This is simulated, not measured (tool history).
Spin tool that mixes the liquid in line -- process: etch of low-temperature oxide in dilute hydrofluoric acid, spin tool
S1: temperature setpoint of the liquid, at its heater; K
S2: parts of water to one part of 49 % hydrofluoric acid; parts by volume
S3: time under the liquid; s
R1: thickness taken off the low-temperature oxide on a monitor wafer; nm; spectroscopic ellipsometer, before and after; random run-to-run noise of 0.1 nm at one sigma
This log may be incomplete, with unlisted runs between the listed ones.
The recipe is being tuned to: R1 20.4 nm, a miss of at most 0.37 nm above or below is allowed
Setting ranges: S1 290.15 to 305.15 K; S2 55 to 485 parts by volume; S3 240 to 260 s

Run 1, day 0: S1 297.15 K, S2 270 parts by volume, S3 240 s. Result: R1 10.655 nm.
Run 2, day 0.117: S1 294.65 K, S2 270 parts by volume, S3 240 s. Result: R1 9.7283 nm.
Run 3, day 0.479: S1 297.65 K, S2 270 parts by volume, S3 240 s. Result: R1 10.879 nm.
Run 4, day 0.7: S1 299.65 K, S2 250 parts by volume, S3 240 s. Result: R1 12.913 nm.
Run 5, day 0.95: S1 299.65 K, S2 250 parts by volume, S3 240 s. Result: R1 13.004 nm.
Run 6, day 1.279: S1 299.65 K, S2 250 parts by volume, S3 240 s. Result: R1 12.921 nm.
Run 7, day 1.304: S1 301.15 K, S2 235 parts by volume, S3 240 s. Result: R1 14.798 nm.
Run 8, day 1.554: S1 305.15 K, S2 195 parts by volume, S3 240 s. Result: R1 21.38 nm.
Run 9, day 1.779: S1 304.65 K, S2 195 parts by volume, S3 240 s. Result: R1 20.825 nm.
Run 10, day 2.067: S1 304.65 K, S2 195 parts by volume, S3 240 s. Result: R1 20.907 nm.

Which of these 4 next moves meets every target?
Run A, day 2.354: S1 303.15 K, S2 185 parts by volume, S3 240 s. Result: R1 ?.
Run B, day 2.354: S1 303.15 K, S2 205 parts by volume, S3 260 s. Result: R1 ?.
Run C, day 2.354: S1 304.65 K, S2 190 parts by volume, S3 240 s. Result: R1 ?.
Run D, day 2.354: S1 304.15 K, S2 185 parts by volume, S3 240 s. Result: R1 ?.

move      R1
   A  21.069
   B  20.107
   C  21.488
   D  21.823
A: further off than the last run
B: all results land within tolerance of their targets
C: further off than the last run
D: further off than the last run
B is the move that brings every result within its allowed miss.
